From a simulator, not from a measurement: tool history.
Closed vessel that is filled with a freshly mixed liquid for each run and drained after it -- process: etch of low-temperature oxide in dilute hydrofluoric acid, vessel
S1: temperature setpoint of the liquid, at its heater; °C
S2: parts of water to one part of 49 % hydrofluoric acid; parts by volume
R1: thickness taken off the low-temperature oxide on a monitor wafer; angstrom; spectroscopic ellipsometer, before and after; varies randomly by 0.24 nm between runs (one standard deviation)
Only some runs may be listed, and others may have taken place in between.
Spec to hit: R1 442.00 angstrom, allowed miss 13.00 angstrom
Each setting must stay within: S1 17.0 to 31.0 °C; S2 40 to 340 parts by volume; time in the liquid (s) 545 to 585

Run 1, hour 0.0: S1 23.0 °C, S2 190 parts by volume, time in the liquid (s) 545. Result: R1 365.67 angstrom.
Run 2, hour 1.2: S1 23.0 °C, S2 190 parts by volume, time in the liquid (s) 545. Result: R1 368.90 angstrom.
Run 3, hour 10.0: S1 24.5 °C, S2 190 parts by volume, time in the liquid (s) 545. Result: R1 386.50 angstrom.
Run 4, hour 15.8: S1 24.5 °C, S2 230 parts by volume, time in the liquid (s) 545. Result: R1 308.97 angstrom.
Run 5, hour 24.6: S1 26.5 °C, S2 225 parts by volume, time in the liquid (s) 545. Result: R1 337.96 angstrom.
Run 6, hour 32.7: S1 28.0 °C, S2 220 parts by volume, time in the liquid (s) 545. Result: R1 367.28 angstrom.
Run 7, hour 36.0: S1 29.0 °C, S2 215 parts by volume, time in the liquid (s) 545. Result: R1 393.21 angstrom.
Run 8, hour 41.8: S1 29.5 °C, S2 210 parts by volume, time in the liquid (s) 545. Result: R1 411.36 angstrom.
Run 9, hour 50.5: S1 30.0 °C, S2 210 parts by volume, time in the liquid (s) 545. Result: R1 416.59 angstrom.
Run 10, hour 58.2: S1 30.5 °C, S2 210 parts by volume, time in the liquid (s) 545. Result: R1 423.57 angstrom.

Exactly one of the 4 candidate moves below puts every result within its allowed miss. Which one?
Run A, hour 65.9: S1 29.0 °C, S2 195 parts by volume, time in the liquid (s) 545. Result: R1 ?.
Run B, hour 65.9: S1 31.0 °C, S2 230 parts by volume, time in the liquid (s) 575. Result: R1 ?.
Run C, hour 65.9: S1 29.0 °C, S2 190 parts by volume, time in the liquid (s) 575. Result: R1 ?.
Run D, hour 65.9: S1 25.5 °C, S2 200 parts by volume, time in the liquid (s) 585. Result: R1 ?.

move      R1
   A  443.13
   B  406.89
   C  482.74
   D  406.90
A: meets every target
B: lands further from the targets than the last run did
C: takes the result that was furthest off past its target
D: lands further from the targets than the last run did
A meets every target.
